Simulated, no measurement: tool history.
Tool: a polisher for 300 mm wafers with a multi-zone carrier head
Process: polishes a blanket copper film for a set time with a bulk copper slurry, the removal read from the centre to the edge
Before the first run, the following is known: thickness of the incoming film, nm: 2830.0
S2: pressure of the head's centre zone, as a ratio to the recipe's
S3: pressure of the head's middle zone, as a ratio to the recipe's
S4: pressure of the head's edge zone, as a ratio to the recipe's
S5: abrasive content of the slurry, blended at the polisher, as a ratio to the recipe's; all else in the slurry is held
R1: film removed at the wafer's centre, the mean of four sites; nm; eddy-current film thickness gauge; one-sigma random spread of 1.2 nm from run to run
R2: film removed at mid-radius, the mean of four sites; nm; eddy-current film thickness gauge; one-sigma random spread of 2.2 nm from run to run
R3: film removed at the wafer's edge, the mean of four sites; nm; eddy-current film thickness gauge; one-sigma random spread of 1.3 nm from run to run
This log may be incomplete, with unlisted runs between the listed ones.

run 1 hour=0.0 | flow_of_slurry_(ml/min)=300 S2=1.00 S3=1.00 S4=1.00 S5=1.00 polishing_time_(s)=41 | R1=249.80 R2=252.02 R3=244.67
run 2 hour=5.6 | flow_of_slurry_(ml/min)=295 S2=0.96 S3=1.01 S4=0.95 S5=0.85 polishing_time_(s)=40 | R1=225.76 R2=238.09 R3=227.47
run 3 hour=6.5 | flow_of_slurry_(ml/min)=290 S2=0.94 S3=1.03 S4=0.92 S5=0.75 polishing_time_(s)=39 | R1=210.63 R2=230.58 R3=212.29
run 4 hour=15.4 | flow_of_slurry_(ml/min)=290 S2=0.94 S3=1.03 S4=0.92 S5=0.90 polishing_time_(s)=39 | R1=219.19 R2=236.44 R3=221.27
run 5 hour=16.4 | flow_of_slurry_(ml/min)=290 S2=0.94 S3=1.03 S4=0.99 S5=0.90 polishing_time_(s)=39 | R1=223.59 R2=239.35 R3=226.00
run 6 hour=25.4 | flow_of_slurry_(ml/min)=285 S2=0.91 S3=1.04 S4=0.95 S5=0.80 polishing_time_(s)=38 | R1=204.26 R2=228.11 R3=211.91
run 7 hour=29.6 | flow_of_slurry_(ml/min)=280 S2=0.90 S3=1.05 S4=0.92 S5=0.70 polishing_time_(s)=38 | R1=193.24 R2=219.98 R3=203.35
run 8 hour=31.8 | flow_of_slurry_(ml/min)=270 S2=0.89 S3=1.06 S4=0.89 S5=0.65 polishing_time_(s)=38 | R1=186.17 R2=221.65 R3=197.02
run 9 hour=32.9 | flow_of_slurry_(ml/min)=260 S2=0.89 S3=1.05 S4=0.87 S5=0.65 polishing_time_(s)=38 | R1=188.51 R2=211.50 R3=192.76
run 10 hour=39.3 | flow_of_slurry_(ml/min)=250 S2=0.87 S3=1.06 S4=0.86 S5=0.65 polishing_time_(s)=38 | R1=184.98 R2=216.44 R3=190.85
run 11 hour=41.6 | flow_of_slurry_(ml/min)=245 S2=0.85 S3=1.06 S4=0.85 S5=0.65 polishing_time_(s)=38 | R1=181.34 R2=215.66 R3=190.99
run 12 hour=43.1 | flow_of_slurry_(ml/min)=240 S2=0.84 S3=1.06 S4=0.84 S5=0.65 polishing_time_(s)=38 | R1=179.54 R2=216.68 R3=190.39

What will run 13 give?
-- hour=45.5 worn pad replaced by a new one
run 13 hour=45.5 | flow_of_slurry_(ml/min)=235 S2=0.84 S3=1.06 S4=0.83 S5=0.65 polishing_time_(s)=38 | R1=? R2=? R3=?

Logged for run 13: R1 193.60 nm, R2 232.17 nm, R3 206.57 nm.
